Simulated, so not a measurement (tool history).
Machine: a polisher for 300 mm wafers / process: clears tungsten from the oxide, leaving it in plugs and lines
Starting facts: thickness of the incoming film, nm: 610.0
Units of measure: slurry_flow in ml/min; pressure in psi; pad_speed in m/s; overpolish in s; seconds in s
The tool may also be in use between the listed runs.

run    day  slurry_flow  pressure  pad_speed  slurry_solids  overpolish  seconds
  1  0.000          300       3.3       1.26           1.00          28  159.730
  2  0.312          270       3.3       1.26           1.00          28  163.430
  3  0.504          270       3.3       1.26           1.00          28  162.980
  4  0.638          280       3.6       1.28           1.00          28  147.050
  5  0.662          280       3.6       1.44           1.00          28  134.720
  6  0.817          280       3.6       1.44           1.15          28  131.210
  7  0.879          290       3.9       1.44           1.15          28  122.250
  8  1.042          290       3.9       1.44           1.15          28  120.460
  9  1.367          295       4.1       1.46           1.15          28  114.770
 10  1.471          295       4.3       1.48           1.15          28  108.770
 11  1.583          295       4.5       1.50           1.15          28  102.500
 12  1.746          295       4.6       1.52           1.15          28   99.132
 13  2.058          295       4.7       1.54           1.15          28   95.975

Run 14 is up next; what results do you expect?
 14  2.200          295       4.8       1.56           1.15          28        ?

seconds: 92.760 s

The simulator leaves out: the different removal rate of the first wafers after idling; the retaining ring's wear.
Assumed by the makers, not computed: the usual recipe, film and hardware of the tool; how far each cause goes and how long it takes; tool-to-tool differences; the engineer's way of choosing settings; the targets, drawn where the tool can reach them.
